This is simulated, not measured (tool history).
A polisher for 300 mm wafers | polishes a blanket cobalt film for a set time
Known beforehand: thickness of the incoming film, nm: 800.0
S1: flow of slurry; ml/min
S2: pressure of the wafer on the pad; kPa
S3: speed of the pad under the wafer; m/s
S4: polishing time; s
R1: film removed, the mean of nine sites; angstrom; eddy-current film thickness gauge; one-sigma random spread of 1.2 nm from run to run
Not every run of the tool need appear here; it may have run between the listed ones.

run	hour	S1	S2	S3	S4	R1
1	0	180	10.3	0.88	59	1870.1
2	4.8	180	10.3	0.88	62	1969.2
3	11.5	180	10.3	0.7	62	1620.3
4	15.2	175	9.7	0.7	62	1504.1
5	24.1	205	9.7	0.7	62	1557.2
6	31.4	195	9	0.7	62	1409.3
7	35.5	190	9	0.7	62	1413.9
8	38.3	185	9	0.7	62	1414.3

What will run 9 give?
9	47	180	9	0.7	62	?

R1: 1407.4 angstrom
